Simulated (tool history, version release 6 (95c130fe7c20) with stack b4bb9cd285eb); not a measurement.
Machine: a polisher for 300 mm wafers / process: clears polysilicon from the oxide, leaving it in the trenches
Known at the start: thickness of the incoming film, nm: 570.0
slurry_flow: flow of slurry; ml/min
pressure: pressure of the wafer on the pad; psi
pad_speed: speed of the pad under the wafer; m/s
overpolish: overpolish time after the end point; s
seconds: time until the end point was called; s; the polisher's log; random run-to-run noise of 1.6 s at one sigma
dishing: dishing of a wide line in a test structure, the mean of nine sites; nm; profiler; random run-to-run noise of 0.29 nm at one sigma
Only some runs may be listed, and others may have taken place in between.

run  hour  slurry_flow  pressure  pad_speed  overpolish  seconds  dishing
  1     0          160       2.4       0.96          10   61.229   37.416
  2   7.2          160       2.1       0.94           9   73.383   35.071
  3   9.3          160       1.9       0.92           7   80.421   29.264
  4  10.9          160       1.7       0.92           7   88.297   27.455
  5  13.7          160         2       0.92           7   76.581   29.853
  6    19          160         2       0.92           3   74.786   17.336
  7  22.7          160       1.7       0.94           4    88.67   18.867
  8  25.7          160       1.7       0.86           5   95.026    21.71

The next listed run, before its measurement:
  9  29.1          160       1.6       0.86           6        ?        ?

Run 9 measured seconds 103.32 s, dishing 22.763 nm.

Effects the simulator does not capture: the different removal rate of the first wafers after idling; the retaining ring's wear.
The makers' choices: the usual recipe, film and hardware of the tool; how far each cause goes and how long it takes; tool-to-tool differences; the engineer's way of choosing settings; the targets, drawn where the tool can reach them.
